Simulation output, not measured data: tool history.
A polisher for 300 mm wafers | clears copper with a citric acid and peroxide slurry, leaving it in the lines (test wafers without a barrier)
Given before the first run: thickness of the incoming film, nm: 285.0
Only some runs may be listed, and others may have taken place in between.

run    day  flow of slurry (ml/min)  pressure of the wafer on the pad (kPa)  speed of the pad under the wafer (m/s)  abrasive content of the slurry  overpolish time after the end point (s)  time until the end point was called (s)  dishing of a wide line in a test structure (Å)
  1      0                      285                                    23.4                                    1.28                               1                                       16                                   99.547                                          321.91
  2   0.05                      280                                    20.7                                    1.14                               1                                       17                                   126.23                                           295.9
  3  0.083                      250                                    20.7                                    1.14                               1                                       17                                   123.81                                          281.39
  4  0.333                      250                                    24.8                                    1.14                               1                                       17                                   105.07                                          326.54
  5  0.533                      250                                    24.8                                    1.14                             0.8                                       17                                   110.75                                          336.11
  6  0.771                      250                                    24.8                                    1.14                            0.95                                       17                                   105.93                                           316.8
  7   0.95                      250                                    22.1                                    1.04                            0.95                                       17                                   132.35                                          272.47
  8  0.988                      245                                    15.2                                    0.72                             0.9                                       18                                   261.18                                           151.6

Run 9 has not been measured yet. What should we expect?
  9  1.208                      245                                    15.2                                    0.72                             0.9                                       19                                        ?                                               ?

Logged for run 9: time until the end point was called (s) 267.82, dishing of a wide line in a test structure (Å) 158.2.
